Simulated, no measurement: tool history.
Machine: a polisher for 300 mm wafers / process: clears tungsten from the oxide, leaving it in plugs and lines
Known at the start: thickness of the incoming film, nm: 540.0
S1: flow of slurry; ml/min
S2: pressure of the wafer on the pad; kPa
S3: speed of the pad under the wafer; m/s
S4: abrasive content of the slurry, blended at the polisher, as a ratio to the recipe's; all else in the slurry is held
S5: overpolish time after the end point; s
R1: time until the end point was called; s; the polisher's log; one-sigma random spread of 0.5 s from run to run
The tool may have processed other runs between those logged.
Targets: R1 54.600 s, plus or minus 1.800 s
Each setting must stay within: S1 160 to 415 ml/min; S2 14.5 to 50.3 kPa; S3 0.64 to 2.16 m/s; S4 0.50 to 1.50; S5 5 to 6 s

run	day	S1	S2	S3	S4	S5	R1
1	0.000	265	32.4	1.40	1.00	6	79.287
2	0.258	265	32.4	1.18	1.00	6	94.513
3	0.550	265	37.9	1.18	1.00	6	78.807
4	0.596	265	40.0	1.18	1.00	6	76.367
5	0.683	265	42.1	1.20	1.00	6	71.982
6	1.000	210	42.1	1.20	1.00	6	72.908
7	1.096	215	43.4	1.22	1.00	6	69.650
8	1.158	220	44.8	1.24	1.00	6	66.529
9	1.512	225	46.2	1.26	1.00	6	63.208
10	1.821	225	46.9	1.28	1.00	6	62.321
11	2.129	225	47.6	1.30	1.00	6	58.697
12	2.196	230	48.3	1.30	1.00	6	57.891
13	2.238	235	49.0	1.30	1.00	6	58.564

4 next moves are on the table. One of them brings every result within its allowed miss. Which?
A	2.279	275	47.6	1.40	0.75	6	?
B	2.279	265	50.3	1.40	1.05	6	?
C	2.279	270	44.8	1.58	0.80	5	?
D	2.279	160	44.1	1.58	0.85	5	?

move	R1
A	60.150
B	51.854
C	55.728
D	58.256
A: its largest miss is bigger than the last run's
B: carries the result that was furthest off beyond its target, to the other side
C: each result inside its tolerance
D: gains on the last run, yet a result remains outside its allowed miss
C is the move that brings every result within its allowed miss.
